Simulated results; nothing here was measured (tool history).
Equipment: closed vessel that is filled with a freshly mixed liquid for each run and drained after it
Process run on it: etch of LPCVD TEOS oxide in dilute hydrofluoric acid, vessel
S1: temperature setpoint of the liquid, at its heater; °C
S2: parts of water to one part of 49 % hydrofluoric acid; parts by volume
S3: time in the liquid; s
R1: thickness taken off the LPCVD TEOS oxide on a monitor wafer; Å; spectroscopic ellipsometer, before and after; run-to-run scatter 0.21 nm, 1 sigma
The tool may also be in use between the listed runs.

run	hour	S1	S2	S3	R1
1	0.0	21.0	270	1180	602.34
2	4.5	23.0	270	1180	648.45
3	6.7	21.0	270	1180	601.82
4	11.9	20.0	275	1180	561.48
5	13.6	20.0	275	1180	561.11
6	21.9	20.0	365	1180	391.94
# hour 27.2: hydrofluoric acid flow meter replaced
7	27.2	22.0	365	1180	467.43
8	34.7	22.5	365	1180	470.30

Forecast run 9:
9	44.1	23.0	365	1180	?

{"run 9": {"R1": 480.24}}

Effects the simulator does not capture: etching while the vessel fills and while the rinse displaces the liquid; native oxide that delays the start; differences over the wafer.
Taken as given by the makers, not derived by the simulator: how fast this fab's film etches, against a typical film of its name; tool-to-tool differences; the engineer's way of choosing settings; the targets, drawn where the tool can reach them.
